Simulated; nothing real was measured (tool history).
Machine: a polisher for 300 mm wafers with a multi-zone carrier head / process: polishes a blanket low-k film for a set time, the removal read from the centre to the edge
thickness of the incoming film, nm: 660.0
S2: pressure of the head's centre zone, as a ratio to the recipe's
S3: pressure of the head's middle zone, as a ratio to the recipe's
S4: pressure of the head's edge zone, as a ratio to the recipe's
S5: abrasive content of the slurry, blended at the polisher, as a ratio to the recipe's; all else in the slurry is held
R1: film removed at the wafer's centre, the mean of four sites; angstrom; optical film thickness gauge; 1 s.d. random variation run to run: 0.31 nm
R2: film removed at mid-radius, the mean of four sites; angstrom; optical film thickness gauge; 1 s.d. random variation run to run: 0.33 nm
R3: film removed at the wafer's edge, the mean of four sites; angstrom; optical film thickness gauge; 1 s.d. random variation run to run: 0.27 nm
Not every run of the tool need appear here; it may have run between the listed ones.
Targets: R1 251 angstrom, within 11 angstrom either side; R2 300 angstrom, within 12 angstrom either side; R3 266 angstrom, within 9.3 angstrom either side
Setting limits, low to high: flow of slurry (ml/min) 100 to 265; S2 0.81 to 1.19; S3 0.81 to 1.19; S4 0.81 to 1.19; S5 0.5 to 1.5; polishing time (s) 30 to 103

run 1 hour=0 | flow_of_slurry_(ml/min)=170 S2=1 S3=1 S4=1 S5=1 polishing_time_(s)=66 | R1=233.18 R2=236.19 R3=233.83
run 2 hour=5.7 | flow_of_slurry_(ml/min)=180 S2=0.99 S3=1.04 S4=1.02 S5=1.05 polishing_time_(s)=66 | R1=242.06 R2=253.08 R3=246.02
run 3 hour=11.9 | flow_of_slurry_(ml/min)=180 S2=0.99 S3=1.04 S4=0.98 S5=1.05 polishing_time_(s)=66 | R1=239.17 R2=254.08 R3=239.72
run 4 hour=18.8 | flow_of_slurry_(ml/min)=180 S2=0.99 S3=0.96 S4=0.98 S5=1.05 polishing_time_(s)=66 | R1=239.31 R2=235.52 R3=240.26
run 5 hour=22.2 | flow_of_slurry_(ml/min)=180 S2=0.99 S3=0.96 S4=1.03 S5=1.05 polishing_time_(s)=66 | R1=238.3 R2=236.81 R3=246.14
run 6 hour=25.6 | flow_of_slurry_(ml/min)=180 S2=0.99 S3=0.96 S4=1.03 S5=0.85 polishing_time_(s)=66 | R1=214.36 R2=215.03 R3=225.04
run 7 hour=33.3 | flow_of_slurry_(ml/min)=190 S2=0.99 S3=1.02 S4=1.05 S5=0.9 polishing_time_(s)=66 | R1=224.75 R2=235.91 R3=232.18
run 8 hour=35.3 | flow_of_slurry_(ml/min)=200 S2=0.98 S3=1.06 S4=1.07 S5=0.95 polishing_time_(s)=66 | R1=230.89 R2=249.55 R3=240.47
run 9 hour=41.6 | flow_of_slurry_(ml/min)=205 S2=0.97 S3=1.09 S4=1.08 S5=1 polishing_time_(s)=66 | R1=235.73 R2=269.79 R3=247.73
run 10 hour=50.6 | flow_of_slurry_(ml/min)=210 S2=0.97 S3=1.1 S4=1.1 S5=1 polishing_time_(s)=66 | R1=238.73 R2=266.24 R3=250.24
run 11 hour=58.1 | flow_of_slurry_(ml/min)=215 S2=0.96 S3=1.12 S4=1.11 S5=1 polishing_time_(s)=66 | R1=231.58 R2=266.76 R3=250.35
run 12 hour=60.9 | flow_of_slurry_(ml/min)=220 S2=0.96 S3=1.14 S4=1.11 S5=1.05 polishing_time_(s)=66 | R1=237.74 R2=283.86 R3=259.87

Of the 4 settings listed for the next run, only one would bring every result within its allowed miss of target. Which one?
run A hour=63.7 | flow_of_slurry_(ml/min)=210 S2=0.95 S3=1.06 S4=1.13 S5=1 polishing_time_(s)=70 | R1=? R2=? R3=?
run B hour=63.7 | flow_of_slurry_(ml/min)=255 S2=0.96 S3=1.17 S4=1.09 S5=0.95 polishing_time_(s)=71 | R1=? R2=? R3=?
run C hour=63.7 | flow_of_slurry_(ml/min)=215 S2=0.84 S3=1.08 S4=1.13 S5=1.1 polishing_time_(s)=69 | R1=? R2=? R3=?
run D hour=63.7 | flow_of_slurry_(ml/min)=240 S2=0.95 S3=1.11 S4=1.14 S5=1.1 polishing_time_(s)=64 | R1=? R2=? R3=?

move=A R1=245.63 R2=269.7 R3=273.68
move=B R1=252.33 R2=297.41 R3=270.28
move=C R1=223.9 R2=282.84 R3=282.01
move=D R1=238.6 R2=271.93 R3=265.22
A: its largest miss is bigger than the last run's
B: in spec on every target
C: its largest miss is bigger than the last run's
D: its largest miss is bigger than the last run's
B meets every target.
